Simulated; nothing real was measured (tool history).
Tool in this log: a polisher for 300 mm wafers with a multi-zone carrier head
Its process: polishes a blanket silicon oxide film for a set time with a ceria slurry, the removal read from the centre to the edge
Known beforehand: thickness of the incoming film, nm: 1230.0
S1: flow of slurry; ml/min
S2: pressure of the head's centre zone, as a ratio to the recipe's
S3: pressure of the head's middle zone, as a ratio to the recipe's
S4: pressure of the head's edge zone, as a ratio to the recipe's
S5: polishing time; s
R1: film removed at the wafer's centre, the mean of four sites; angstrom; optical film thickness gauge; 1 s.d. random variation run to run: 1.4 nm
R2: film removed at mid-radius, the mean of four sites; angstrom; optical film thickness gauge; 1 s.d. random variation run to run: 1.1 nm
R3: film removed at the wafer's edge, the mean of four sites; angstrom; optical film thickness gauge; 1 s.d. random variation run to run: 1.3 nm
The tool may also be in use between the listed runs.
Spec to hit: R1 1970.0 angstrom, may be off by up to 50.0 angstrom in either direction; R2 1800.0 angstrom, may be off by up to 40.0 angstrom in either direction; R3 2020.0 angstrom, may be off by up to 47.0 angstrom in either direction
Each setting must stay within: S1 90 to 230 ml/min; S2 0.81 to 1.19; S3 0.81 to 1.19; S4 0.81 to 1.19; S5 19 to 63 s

Run 1, hour 0.0: S1 150 ml/min, S2 1.00, S3 1.00, S4 1.00, S5 41 s. Result: R1 1574.9 angstrom, R2 1568.9 angstrom, R3 1535.8 angstrom.
Run 2, hour 5.0: S1 160 ml/min, S2 1.01, S3 0.99, S4 1.04, S5 42 s. Result: R1 1632.9 angstrom, R2 1607.2 angstrom, R3 1613.2 angstrom.
Run 3, hour 13.7: S1 135 ml/min, S2 1.01, S3 0.99, S4 1.04, S5 42 s. Result: R1 1608.0 angstrom, R2 1533.2 angstrom, R3 1559.7 angstrom.
Run 4, hour 14.3: S1 135 ml/min, S2 1.01, S3 0.99, S4 1.04, S5 33 s. Result: R1 1238.7 angstrom, R2 1218.7 angstrom, R3 1235.0 angstrom.
Run 5, hour 17.7: S1 150 ml/min, S2 1.02, S3 0.98, S4 1.08, S5 36 s. Result: R1 1418.0 angstrom, R2 1331.2 angstrom, R3 1395.6 angstrom.
Run 6, hour 19.0: S1 150 ml/min, S2 0.98, S3 0.98, S4 1.08, S5 36 s. Result: R1 1354.1 angstrom, R2 1336.3 angstrom, R3 1392.6 angstrom.
Run 7, hour 25.3: S1 165 ml/min, S2 0.99, S3 0.97, S4 1.11, S5 38 s. Result: R1 1467.2 angstrom, R2 1432.6 angstrom, R3 1516.4 angstrom.
Run 8, hour 33.8: S1 200 ml/min, S2 1.05, S3 0.93, S4 1.19, S5 48 s. Result: R1 2022.6 angstrom, R2 1792.2 angstrom, R3 2017.9 angstrom.

Pick the move, out of 4, that brings all results within their allowed miss; only one does.
Run A, hour 42.3: S1 215 ml/min, S2 1.02, S3 0.92, S4 1.15, S5 51 s. Result: R1 ?, R2 ?, R3 ?.
Run B, hour 42.3: S1 190 ml/min, S2 1.00, S3 0.91, S4 1.14, S5 49 s. Result: R1 ?, R2 ?, R3 ?.
Run C, hour 42.3: S1 215 ml/min, S2 1.06, S3 0.93, S4 1.19, S5 48 s. Result: R1 ?, R2 ?, R3 ?.
Run D, hour 42.3: S1 195 ml/min, S2 1.01, S3 1.04, S4 1.16, S5 46 s. Result: R1 ?, R2 ?, R3 ?.

move      R1      R2      R3
   A  2120.0  1904.7  2133.2
   B  1959.5  1783.7  2015.7
   C  2074.3  1808.4  2043.6
   D  1867.4  1880.1  1911.1
A: moves away from the targets compared with the last run
B: every result lands within tolerance
C: moves away from the targets compared with the last run
D: pushes the last run's worst result past its target
Answer: B
